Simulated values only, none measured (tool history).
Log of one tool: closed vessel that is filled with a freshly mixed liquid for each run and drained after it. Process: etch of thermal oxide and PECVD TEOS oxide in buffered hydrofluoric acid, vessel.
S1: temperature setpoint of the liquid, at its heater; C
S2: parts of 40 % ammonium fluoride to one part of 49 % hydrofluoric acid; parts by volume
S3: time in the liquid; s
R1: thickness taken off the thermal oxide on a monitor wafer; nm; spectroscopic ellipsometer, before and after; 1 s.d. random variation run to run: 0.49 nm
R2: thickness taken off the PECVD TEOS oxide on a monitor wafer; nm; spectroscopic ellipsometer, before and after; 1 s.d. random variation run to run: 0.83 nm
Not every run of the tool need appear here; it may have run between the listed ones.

run 1 day=0.000 | S1=20.0 S2=17.0 S3=70 | R1=39.364 R2=52.312
run 2 day=0.367 | S1=21.0 S2=16.0 S3=70 | R1=44.385 R2=58.185
run 3 day=0.508 | S1=22.0 S2=15.0 S3=70 | R1=50.034 R2=65.732
run 4 day=0.742 | S1=22.0 S2=10.5 S3=70 | R1=71.130 R2=93.017
run 5 day=0.854 | S1=23.0 S2=10.5 S3=70 | R1=75.207 R2=99.277
run 6 day=0.917 | S1=23.5 S2=10.5 S3=70 | R1=77.454 R2=100.820

Run 7 has not been measured yet. What should we expect?
run 7 day=0.958 | S1=24.0 S2=10.5 S3=70 | R1=? R2=?

Run 7 yielded R1 79.903 nm, R2 104.390 nm.

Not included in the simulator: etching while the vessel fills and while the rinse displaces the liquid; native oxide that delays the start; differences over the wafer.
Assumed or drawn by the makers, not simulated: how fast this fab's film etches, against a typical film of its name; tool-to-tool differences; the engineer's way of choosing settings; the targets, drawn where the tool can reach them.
